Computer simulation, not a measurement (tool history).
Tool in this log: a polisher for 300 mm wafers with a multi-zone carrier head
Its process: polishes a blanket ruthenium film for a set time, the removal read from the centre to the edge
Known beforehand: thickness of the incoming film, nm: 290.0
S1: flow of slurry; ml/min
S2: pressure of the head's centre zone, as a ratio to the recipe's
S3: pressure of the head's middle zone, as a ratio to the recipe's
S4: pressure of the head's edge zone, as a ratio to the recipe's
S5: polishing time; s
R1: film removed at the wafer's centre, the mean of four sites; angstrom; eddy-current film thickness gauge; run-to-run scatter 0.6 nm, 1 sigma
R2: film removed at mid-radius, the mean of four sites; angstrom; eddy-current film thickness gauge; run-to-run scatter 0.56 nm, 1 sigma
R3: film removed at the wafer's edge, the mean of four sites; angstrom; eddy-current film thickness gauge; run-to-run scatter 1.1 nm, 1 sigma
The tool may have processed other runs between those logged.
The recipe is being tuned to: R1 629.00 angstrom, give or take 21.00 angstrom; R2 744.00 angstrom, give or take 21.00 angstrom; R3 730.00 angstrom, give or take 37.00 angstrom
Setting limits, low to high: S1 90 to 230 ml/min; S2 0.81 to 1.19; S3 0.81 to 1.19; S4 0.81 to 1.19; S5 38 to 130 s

| run | hour | S1 | S2 | S3 | S4 | S5 | R1 | R2 | R3 |
|---|---|---|---|---|---|---|---|---|---|
| 1 | 0.0 | 150 | 1.00 | 1.00 | 1.00 | 84 | 856.94 | 827.50 | 862.58 |
| 2 | 2.1 | 150 | 1.04 | 1.00 | 1.00 | 84 | 891.22 | 835.91 | 841.88 |
| 3 | 9.6 | 140 | 0.99 | 1.02 | 0.97 | 81 | 796.05 | 798.62 | 799.08 |
| 4 | 16.5 | 130 | 0.96 | 1.03 | 0.95 | 80 | 758.55 | 788.91 | 773.39 |
|  | 24.4 | slurry nozzle cleaned |
| 5 | 24.4 | 130 | 0.91 | 1.03 | 0.95 | 80 | 793.03 | 840.30 | 801.99 |
| 6 | 28.0 | 145 | 0.91 | 1.03 | 0.95 | 80 | 805.83 | 862.51 | 842.61 |
| 7 | 32.8 | 135 | 0.88 | 1.04 | 0.98 | 76 | 748.73 | 808.37 | 798.14 |
| 8 | 33.9 | 110 | 0.81 | 1.11 | 1.04 | 67 | 583.16 | 713.46 | 691.29 |
| 9 | 35.3 | 115 | 0.81 | 1.11 | 1.04 | 67 | 594.46 | 733.14 | 681.55 |

Which single option among these 5 for the next run brings every result within its allowed miss of target? Just one does.
| A | 36.7 | 95 | 0.81 | 1.04 | 0.96 | 77 | ? | ? | ? |
| B | 36.7 | 100 | 0.95 | 1.07 | 0.99 | 74 | ? | ? | ? |
| C | 36.7 | 145 | 0.90 | 1.17 | 1.01 | 61 | ? | ? | ? |
| D | 36.7 | 135 | 0.88 | 0.96 | 1.00 | 70 | ? | ? | ? |
| E | 36.7 | 110 | 0.81 | 1.18 | 0.94 | 66 | ? | ? | ? |

| move | R1 | R2 | R3 |
|---|---|---|---|
| A | 630.97 | 753.05 | 755.03 |
| B | 686.53 | 753.63 | 744.40 |
| C | 610.49 | 739.18 | 661.96 |
| D | 677.09 | 705.63 | 749.65 |
| E | 570.74 | 752.91 | 659.65 |
A: all results land within tolerance of their targets
B: takes the biggest miss from the last run beyond its target
C: the furthest-off result lands on target, but another misses its tolerance
D: takes the biggest miss from the last run beyond its target
E: further off than the last run
The right move is A.
